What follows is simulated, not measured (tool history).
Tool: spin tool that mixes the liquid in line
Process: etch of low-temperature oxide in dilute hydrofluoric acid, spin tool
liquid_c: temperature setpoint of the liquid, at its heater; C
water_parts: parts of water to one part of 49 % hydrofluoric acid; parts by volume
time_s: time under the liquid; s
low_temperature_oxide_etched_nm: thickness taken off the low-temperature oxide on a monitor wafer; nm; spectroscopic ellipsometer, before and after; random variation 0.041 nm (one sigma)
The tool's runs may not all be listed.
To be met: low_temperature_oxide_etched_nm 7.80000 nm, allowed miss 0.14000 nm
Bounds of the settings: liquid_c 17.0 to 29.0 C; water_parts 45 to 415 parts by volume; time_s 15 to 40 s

run	hour	liquid_c	water_parts	time_s	low_temperature_oxide_etched_nm
1	0.0	21.0	230	40	1.80280
2	4.7	21.0	305	40	1.25940
3	11.4	21.0	255	40	1.56860
4	18.3	24.5	255	40	1.79460
5	20.5	24.5	255	15	0.66687
6	26.0	22.5	200	20	1.12710
7	32.4	21.0	160	25	1.74020
8	40.3	20.0	130	30	2.54880
9	47.1	19.0	110	35	3.45380
10	54.2	18.5	95	35	3.93820
11	62.6	18.0	80	35	4.67890
12	64.4	17.5	70	35	5.31360
13	65.1	21.5	45	40	11.47700
14	71.1	20.5	45	40	10.98500
15	71.8	20.0	45	40	10.76400
16	74.0	19.5	45	40	10.54600
17	81.7	19.0	45	40	10.38700
18	88.8	18.5	45	40	10.08600
19	94.9	18.5	45	40	10.17000
20	101.4	18.0	50	40	8.83330
21	103.5	17.5	50	40	8.61810

Which of these 4 next moves meets every target?
A	105.6	21.0	60	40	?
B	105.6	20.0	45	30	?
C	105.6	18.5	55	40	?
D	105.6	17.5	55	40	?

move	low_temperature_oxide_etched_nm
A	8.23810
B	8.04230
C	8.13240
D	7.79000
A: nearer than the last run, and not there yet
B: nearer than the last run, and not there yet
C: nearer than the last run, and not there yet
D: meets every target
Move D is the one to make.

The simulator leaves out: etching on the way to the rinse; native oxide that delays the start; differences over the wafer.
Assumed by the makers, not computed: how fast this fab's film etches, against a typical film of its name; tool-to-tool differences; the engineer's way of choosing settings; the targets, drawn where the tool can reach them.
